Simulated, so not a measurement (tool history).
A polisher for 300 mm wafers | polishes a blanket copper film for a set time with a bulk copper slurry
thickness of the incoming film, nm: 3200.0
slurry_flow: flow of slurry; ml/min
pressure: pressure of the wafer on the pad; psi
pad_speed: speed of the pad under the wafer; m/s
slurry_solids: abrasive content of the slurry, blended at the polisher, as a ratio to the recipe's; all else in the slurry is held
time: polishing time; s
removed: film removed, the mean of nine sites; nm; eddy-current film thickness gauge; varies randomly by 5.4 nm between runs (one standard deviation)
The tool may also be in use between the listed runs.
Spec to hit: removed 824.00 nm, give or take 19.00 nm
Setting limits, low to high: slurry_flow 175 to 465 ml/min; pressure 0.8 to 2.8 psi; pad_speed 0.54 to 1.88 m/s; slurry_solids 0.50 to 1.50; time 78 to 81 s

run	hour	slurry_flow	pressure	pad_speed	slurry_solids	time	removed
1	0.0	295	1.8	1.20	1.00	78	567.80
2	4.1	295	1.8	1.20	1.00	81	590.27
3	5.0	295	1.5	1.20	1.00	81	505.02
4	6.7	300	1.7	1.20	1.00	81	559.18
5	11.8	300	1.7	1.42	1.00	81	663.98
6	20.7	300	1.8	1.42	1.00	81	701.01
7	23.8	300	1.9	1.42	1.00	81	740.08
8	27.2	305	2.0	1.42	1.00	81	772.30

5 candidate next runs follow, results not yet known. Just one meets every target within its allowed miss. Identify it.
A	30.6	320	2.3	1.20	1.30	81	?
B	30.6	320	2.2	1.44	1.05	79	?
C	30.6	265	2.2	1.66	0.70	80	?
D	30.6	415	2.4	1.40	0.90	78	?
E	30.6	195	1.7	1.82	1.25	81	?

move	removed
A	820.99
B	859.19
C	862.95
D	872.14
E	867.45
A: every result lands within tolerance
B: carries the result that was furthest off beyond its target, to the other side
C: carries the result that was furthest off beyond its target, to the other side
D: carries the result that was furthest off beyond its target, to the other side
E: carries the result that was furthest off beyond its target, to the other side
The right move is A.
